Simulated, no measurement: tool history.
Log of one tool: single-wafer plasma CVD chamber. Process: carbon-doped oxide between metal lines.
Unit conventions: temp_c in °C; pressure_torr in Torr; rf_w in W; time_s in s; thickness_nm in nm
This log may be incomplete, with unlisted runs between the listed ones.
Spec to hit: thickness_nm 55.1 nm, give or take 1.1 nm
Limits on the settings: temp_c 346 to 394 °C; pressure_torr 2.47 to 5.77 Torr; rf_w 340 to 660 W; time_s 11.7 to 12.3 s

run,day,temp_c,pressure_torr,rf_w,time_s,thickness_nm
1,0,370,4.12,500,12.3,60.958
2,0.325,372,3.86,485,12.3,58.052
3,0.425,372,4.54,485,12.3,59.405
4,0.575,372,3.88,485,12.3,57.985
5,0.908,375,3.78,485,12.3,57.613
6,1.1,375,4.34,485,12.3,58.5
7,1.317,380,3.81,450,12.3,52.202
8,1.35,377,3.88,450,12.3,52.814
9,1.654,375,3.96,450,12.3,53.343
10,1.904,373,4.04,450,12.3,53.399
11,2.05,372,4.31,470,12.3,57.167
12,2.075,374,4.23,470,12.3,56.727
13,2.308,374,4.23,470,12.3,56.468
14,2.467,375,4.17,470,12.3,56.659
# day 2.721: thermocouple changed; heater temperature recalibrated
15,2.721,375,4.06,470,12.3,56.438
16,2.842,375,3.97,470,12.3,56.45

Which one of the following 5 next-run settings gets every result inside its allowed miss? There is exactly one.
A,2.962,376,4.11,480,12.3,?
B,2.962,376,4.21,475,11.8,?
C,2.962,366,3.4,485,12.3,?
D,2.962,381,4,515,11.8,?
E,2.962,388,4.42,480,12.3,?

move,thickness_nm
A,57.356
B,54.683
C,58.076
D,57.99
E,56.404
A: further off than the last run
B: meets every target
C: further off than the last run
D: further off than the last run
E: as far off as the last run
Move B is the one to make.
